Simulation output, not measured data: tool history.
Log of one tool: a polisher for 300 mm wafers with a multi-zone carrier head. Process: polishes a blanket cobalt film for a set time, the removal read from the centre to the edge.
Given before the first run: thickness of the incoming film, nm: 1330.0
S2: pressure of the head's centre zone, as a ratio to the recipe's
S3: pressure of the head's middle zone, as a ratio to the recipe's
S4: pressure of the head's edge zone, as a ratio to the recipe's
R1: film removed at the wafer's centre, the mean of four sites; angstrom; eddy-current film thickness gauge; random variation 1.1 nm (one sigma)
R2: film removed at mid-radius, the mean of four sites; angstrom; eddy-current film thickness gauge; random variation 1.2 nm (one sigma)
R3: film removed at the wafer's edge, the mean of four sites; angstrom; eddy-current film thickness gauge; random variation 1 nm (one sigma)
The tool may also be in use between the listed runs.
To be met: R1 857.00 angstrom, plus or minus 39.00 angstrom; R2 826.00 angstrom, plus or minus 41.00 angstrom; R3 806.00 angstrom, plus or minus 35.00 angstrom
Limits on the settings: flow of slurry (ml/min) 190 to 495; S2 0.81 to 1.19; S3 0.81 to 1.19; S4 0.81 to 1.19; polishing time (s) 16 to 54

run 1 hour=0.0 | flow_of_slurry_(ml/min)=320 S2=1.00 S3=1.00 S4=1.00 polishing_time_(s)=35 | R1=1240.00 R2=1241.40 R3=1204.50
run 2 hour=4.3 | flow_of_slurry_(ml/min)=320 S2=1.07 S3=1.00 S4=1.00 polishing_time_(s)=35 | R1=1319.40 R2=1273.40 R3=1228.40
run 3 hour=5.1 | flow_of_slurry_(ml/min)=320 S2=1.07 S3=1.00 S4=0.94 polishing_time_(s)=35 | R1=1313.70 R2=1237.20 R3=1145.90
run 4 hour=9.9 | flow_of_slurry_(ml/min)=315 S2=1.02 S3=0.98 S4=0.92 polishing_time_(s)=33 | R1=1197.40 R2=1136.00 R3=1074.10
run 5 hour=10.6 | flow_of_slurry_(ml/min)=315 S2=1.02 S3=0.93 S4=0.92 polishing_time_(s)=33 | R1=1195.50 R2=1119.30 R3=1093.30
run 6 hour=11.5 | flow_of_slurry_(ml/min)=360 S2=1.02 S3=0.93 S4=0.92 polishing_time_(s)=33 | R1=1196.20 R2=1154.70 R3=1122.00
run 7 hour=19.0 | flow_of_slurry_(ml/min)=340 S2=0.99 S3=0.92 S4=0.90 polishing_time_(s)=31 | R1=1106.30 R2=1019.30 R3=1001.80
run 8 hour=28.0 | flow_of_slurry_(ml/min)=345 S2=0.95 S3=0.93 S4=0.89 polishing_time_(s)=30 | R1=1020.90 R2=1019.80 R3=994.38
run 9 hour=29.9 | flow_of_slurry_(ml/min)=330 S2=0.94 S3=0.92 S4=0.87 polishing_time_(s)=29 | R1=968.19 R2=972.32 R3=948.57
run 10 hour=35.5 | flow_of_slurry_(ml/min)=320 S2=0.94 S3=0.91 S4=0.86 polishing_time_(s)=28 | R1=935.12 R2=929.30 R3=899.76
run 11 hour=36.6 | flow_of_slurry_(ml/min)=310 S2=0.94 S3=0.90 S4=0.85 polishing_time_(s)=28 | R1=917.46 R2=926.99 R3=901.49
run 12 hour=43.1 | flow_of_slurry_(ml/min)=305 S2=0.95 S3=0.89 S4=0.84 polishing_time_(s)=27 | R1=905.85 R2=894.19 R3=880.51

4 next moves are on the table. One of them brings every result within its allowed miss. Which?
run A hour=49.6 | flow_of_slurry_(ml/min)=280 S2=0.84 S3=0.88 S4=0.89 polishing_time_(s)=29 | R1=? R2=? R3=?
run B hour=49.6 | flow_of_slurry_(ml/min)=315 S2=0.90 S3=0.99 S4=0.81 polishing_time_(s)=28 | R1=? R2=? R3=?
run C hour=49.6 | flow_of_slurry_(ml/min)=265 S2=0.98 S3=0.91 S4=0.84 polishing_time_(s)=25 | R1=? R2=? R3=?
run D hour=49.6 | flow_of_slurry_(ml/min)=290 S2=0.84 S3=0.87 S4=0.99 polishing_time_(s)=29 | R1=? R2=? R3=?

move=A R1=838.58 R2=919.92 R3=943.21
move=B R1=878.63 R2=989.91 R3=881.43
move=C R1=839.90 R2=810.65 R3=790.26
move=D R1=841.46 R2=914.05 R3=990.57
A: further off than the last run
B: further off than the last run
C: every result lands within tolerance
D: further off than the last run
Answer: C
